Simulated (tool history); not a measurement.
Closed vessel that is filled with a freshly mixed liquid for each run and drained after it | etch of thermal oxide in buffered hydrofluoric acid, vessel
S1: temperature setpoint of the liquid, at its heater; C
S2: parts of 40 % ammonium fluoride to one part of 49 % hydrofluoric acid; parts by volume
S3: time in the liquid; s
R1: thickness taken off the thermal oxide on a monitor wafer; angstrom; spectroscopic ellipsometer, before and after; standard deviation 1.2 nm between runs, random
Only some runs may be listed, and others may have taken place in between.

run	hour	S1	S2	S3	R1
1	0	21	16	95	561.44
2	3	24	16	95	661.58
3	7.2	26	16	95	734.82
4	10.1	27	14	95	876.14
5	18.1	27.5	12.5	95	1027.4
6	23	28	12	95	1081.3

What will run 7 give?
7	26.6	28.5	11.5	95	?

For run 7 the tool returned R1 1151.5 angstrom.
